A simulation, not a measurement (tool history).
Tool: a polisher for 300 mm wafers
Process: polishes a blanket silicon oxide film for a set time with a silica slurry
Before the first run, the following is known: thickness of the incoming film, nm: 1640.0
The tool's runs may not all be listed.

run  hour  flow of slurry (ml/min)  pressure of the wafer on the pad (psi)  speed of the pad under the wafer (m/s)  abrasive content of the slurry  polishing time (s)  film removed (angstrom)
  1   0.0                      165                                     3.7                                    1.16                            1.00                 100                   2726.1
  2   2.7                      160                                     3.2                                    1.14                            1.00                 100                   2306.3
  3   9.7                      160                                     3.2                                    1.14                            1.15                 100                   2404.0
  4  17.6                      120                                     3.2                                    1.14                            1.15                 100                   2302.6
  5  20.8                      100                                     3.2                                    1.14                            1.15                 100                   2210.4
  6  28.9                      100                                     2.9                                    1.14                            1.15                 100                   2011.6

For run 7, what comes out?
  7  37.0                      100                                     2.8                                    1.14                            1.15                 100                        ?

{"run 7": {"film removed (angstrom)": 1998.5}}
